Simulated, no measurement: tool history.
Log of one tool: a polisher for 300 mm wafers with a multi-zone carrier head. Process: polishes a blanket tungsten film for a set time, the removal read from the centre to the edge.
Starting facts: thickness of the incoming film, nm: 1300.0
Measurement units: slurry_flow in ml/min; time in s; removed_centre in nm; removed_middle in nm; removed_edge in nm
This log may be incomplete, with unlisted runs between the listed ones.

{"run": 1, "day": 0.0, "slurry_flow": 285, "centre_zone": 1.0, "middle_zone": 1.0, "edge_zone": 1.0, "slurry_solids": 1.0, "time": 62, "removed_centre": 497.33, "removed_middle": 485.02, "removed_edge": 498.71}
{"run": 2, "day": 0.167, "slurry_flow": 285, "centre_zone": 0.98, "middle_zone": 1.0, "edge_zone": 0.98, "slurry_solids": 0.9, "time": 60, "removed_centre": 474.4, "removed_middle": 462.43, "removed_edge": 470.1}
{"run": 3, "day": 0.408, "slurry_flow": 285, "centre_zone": 0.98, "middle_zone": 1.0, "edge_zone": 0.98, "slurry_solids": 1.1, "time": 60, "removed_centre": 497.83, "removed_middle": 488.18, "removed_edge": 490.07}
{"run": 4, "day": 0.612, "slurry_flow": 280, "centre_zone": 0.96, "middle_zone": 1.01, "edge_zone": 0.97, "slurry_solids": 1.0, "time": 58, "removed_centre": 448.31, "removed_middle": 468.08, "removed_edge": 456.11}
{"run": 5, "day": 0.771, "slurry_flow": 275, "centre_zone": 0.94, "middle_zone": 1.0, "edge_zone": 0.95, "slurry_solids": 0.9, "time": 57, "removed_centre": 420.61, "removed_middle": 438.72, "removed_edge": 435.14}
{"run": 6, "day": 1.025, "slurry_flow": 275, "centre_zone": 0.99, "middle_zone": 1.0, "edge_zone": 0.95, "slurry_solids": 0.9, "time": 57, "removed_centre": 442.83, "removed_middle": 441.03, "removed_edge": 439.56}
{"run": 7, "day": 1.088, "slurry_flow": 275, "centre_zone": 0.98, "middle_zone": 1.0, "edge_zone": 0.94, "slurry_solids": 0.85, "time": 56, "removed_centre": 430.87, "removed_middle": 422.4, "removed_edge": 417.02}
{"run": 8, "day": 1.233, "slurry_flow": 270, "centre_zone": 0.96, "middle_zone": 1.0, "edge_zone": 0.93, "slurry_solids": 0.8, "time": 56, "removed_centre": 413.09, "removed_middle": 426.67, "removed_edge": 414.95}
{"run": 9, "day": 1.379, "slurry_flow": 270, "centre_zone": 0.95, "middle_zone": 0.99, "edge_zone": 0.92, "slurry_solids": 0.75, "time": 55, "removed_centre": 398.86, "removed_middle": 399.19, "removed_edge": 395.84}
{"run": 10, "day": 1.55, "slurry_flow": 265, "centre_zone": 0.93, "middle_zone": 0.99, "edge_zone": 0.91, "slurry_solids": 0.7, "time": 55, "removed_centre": 386.14, "removed_middle": 407.58, "removed_edge": 385.63}
{"run": 11, "day": 1.683, "slurry_flow": 260, "centre_zone": 0.91, "middle_zone": 0.97, "edge_zone": 0.91, "slurry_solids": 0.65, "time": 55, "removed_centre": 370.41, "removed_middle": 395.04, "removed_edge": 381.34}
{"run": 12, "day": 2.029, "slurry_flow": 260, "centre_zone": 0.9, "middle_zone": 0.96, "edge_zone": 0.9, "slurry_solids": 0.65, "time": 55, "removed_centre": 355.28, "removed_middle": 386.6, "removed_edge": 384.54}
{"run": 13, "day": 2.162, "slurry_flow": 260, "centre_zone": 0.9, "middle_zone": 0.96, "edge_zone": 0.89, "slurry_solids": 0.65, "time": 55, "removed_centre": 367.72, "removed_middle": 385.32, "removed_edge": 382.11}
{"run": 14, "day": 2.412, "slurry_flow": 255, "centre_zone": 0.89, "middle_zone": 0.96, "edge_zone": 0.88, "slurry_solids": 0.65, "time": 55, "removed_centre": 360.21, "removed_middle": 383.77, "removed_edge": 385.54}
{"run": 15, "day": 2.642, "slurry_flow": 255, "centre_zone": 0.89, "middle_zone": 0.96, "edge_zone": 0.88, "slurry_solids": 0.65, "time": 55, "removed_centre": 355.74, "removed_middle": 384.61, "removed_edge": 379.52}
{"run": 16, "day": 2.675, "slurry_flow": 255, "centre_zone": 0.89, "middle_zone": 0.96, "edge_zone": 0.87, "slurry_solids": 0.65, "time": 55, "removed_centre": 351.78, "removed_middle": 375.49, "removed_edge": 379.51}
{"run": 17, "day": 3.008, "slurry_flow": 255, "centre_zone": 0.89, "middle_zone": 0.96, "edge_zone": 0.87, "slurry_solids": 0.65, "time": 55, "removed_centre": 359.67, "removed_middle": 383.55, "removed_edge": 374.54}

Run 18, settings as shown, results not yet in. Your forecast:
{"run": 18, "day": 3.375, "slurry_flow": 255, "centre_zone": 0.89, "middle_zone": 0.96, "edge_zone": 0.87, "slurry_solids": 0.65, "time": 55, "removed_centre": "?", "removed_middle": "?", "removed_edge": "?"}

{"run 18": {"removed_centre": 365.5, "removed_middle": 384.66, "removed_edge": 379.3}}
